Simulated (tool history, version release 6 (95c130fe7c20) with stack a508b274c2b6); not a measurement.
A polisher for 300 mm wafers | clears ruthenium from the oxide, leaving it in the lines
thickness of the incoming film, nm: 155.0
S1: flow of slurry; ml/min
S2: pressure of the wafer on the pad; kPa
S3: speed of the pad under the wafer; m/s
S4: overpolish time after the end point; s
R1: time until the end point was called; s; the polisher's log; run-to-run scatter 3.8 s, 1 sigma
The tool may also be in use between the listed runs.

Run 1, hour 0.0: S1 210 ml/min, S2 19.3 kPa, S3 0.84 m/s, S4 4 s. Result: R1 150.53 s.
Run 2, hour 4.6: S1 210 ml/min, S2 18.6 kPa, S3 0.84 m/s, S4 4 s. Result: R1 157.36 s.
Run 3, hour 7.8: S1 210 ml/min, S2 17.9 kPa, S3 0.84 m/s, S4 4 s. Result: R1 157.09 s.
Run 4, hour 12.0: S1 210 ml/min, S2 17.9 kPa, S3 0.84 m/s, S4 4 s. Result: R1 161.61 s.
Run 5, hour 13.0: S1 210 ml/min, S2 20.0 kPa, S3 0.84 m/s, S4 4 s. Result: R1 144.50 s.
Run 6, hour 16.9: S1 210 ml/min, S2 20.0 kPa, S3 0.84 m/s, S4 4 s. Result: R1 141.59 s.

Run 7, settings as shown, results not yet in. Your forecast:
Run 7, hour 19.2: S1 210 ml/min, S2 20.0 kPa, S3 0.84 m/s, S4 4 s. Result: R1 ?.

{"run 7": {"R1": 143.54}}
